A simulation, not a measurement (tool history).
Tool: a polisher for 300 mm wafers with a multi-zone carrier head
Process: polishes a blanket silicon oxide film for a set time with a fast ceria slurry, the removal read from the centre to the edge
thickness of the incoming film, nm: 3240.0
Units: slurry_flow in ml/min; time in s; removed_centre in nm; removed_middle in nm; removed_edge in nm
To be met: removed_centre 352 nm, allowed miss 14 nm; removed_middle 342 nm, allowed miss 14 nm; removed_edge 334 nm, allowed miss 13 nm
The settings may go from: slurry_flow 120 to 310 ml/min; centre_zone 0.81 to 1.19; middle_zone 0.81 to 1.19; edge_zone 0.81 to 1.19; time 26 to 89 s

Run 1, hour 0: slurry_flow 200 ml/min, centre_zone 1, middle_zone 1, edge_zone 1, time 57 s. Result: removed_centre 547.98 nm, removed_middle 544.2 nm, removed_edge 567.91 nm.
Run 2, hour 3.6: slurry_flow 200 ml/min, centre_zone 1, middle_zone 1, edge_zone 0.96, time 48 s. Result: removed_centre 467.15 nm, removed_middle 461.28 nm, removed_edge 469.64 nm.
Run 3, hour 5.5: slurry_flow 200 ml/min, centre_zone 1, middle_zone 0.99, edge_zone 0.93, time 43 s. Result: removed_centre 415.85 nm, removed_middle 410.36 nm, removed_edge 418.64 nm.
Run 4, hour 9.5: slurry_flow 200 ml/min, centre_zone 1, middle_zone 0.99, edge_zone 0.89, time 43 s. Result: removed_centre 416.44 nm, removed_middle 413.58 nm, removed_edge 402.08 nm.
Run 5, hour 12.6: slurry_flow 195 ml/min, centre_zone 0.99, middle_zone 0.97, edge_zone 0.87, time 41 s. Result: removed_centre 388.24 nm, removed_middle 387.82 nm, removed_edge 385.57 nm.
Run 6, hour 21: slurry_flow 195 ml/min, centre_zone 0.99, middle_zone 0.9, edge_zone 0.87, time 41 s. Result: removed_centre 396.86 nm, removed_middle 364.86 nm, removed_edge 383.52 nm.
Run 7, hour 24.6: slurry_flow 190 ml/min, centre_zone 0.99, middle_zone 0.91, edge_zone 0.85, time 39 s. Result: removed_centre 375.7 nm, removed_middle 345.07 nm, removed_edge 363.33 nm.
Run 8, hour 29.7: slurry_flow 190 ml/min, centre_zone 0.99, middle_zone 0.93, edge_zone 0.84, time 38 s. Result: removed_centre 366.9 nm, removed_middle 338.04 nm, removed_edge 355.35 nm.

4 next moves are on the table. One of them brings every result within its allowed miss. Which?
Run A, hour 34.8: slurry_flow 160 ml/min, centre_zone 0.97, middle_zone 0.84, edge_zone 0.99, time 41 s. Result: removed_centre ?, removed_middle ?, removed_edge ?.
Run B, hour 34.8: slurry_flow 135 ml/min, centre_zone 1.02, middle_zone 1, edge_zone 0.85, time 38 s. Result: removed_centre ?, removed_middle ?, removed_edge ?.
Run C, hour 34.8: slurry_flow 130 ml/min, centre_zone 1.06, middle_zone 0.92, edge_zone 0.86, time 41 s. Result: removed_centre ?, removed_middle ?, removed_edge ?.
Run D, hour 34.8: slurry_flow 205 ml/min, centre_zone 1.08, middle_zone 0.92, edge_zone 0.82, time 36 s. Result: removed_centre ?, removed_middle ?, removed_edge ?.

move  removed_centre  removed_middle  removed_edge
   A          364.99          327.81         393.9
   B          344.71          341.17        332.38
   C          383.35          340.77        359.09
   D          372.08           321.6         325.4
A: further off than the last run
B: meets every target
C: further off than the last run
D: brings the result that was furthest off to its target, and leaves another outside
Answer: B
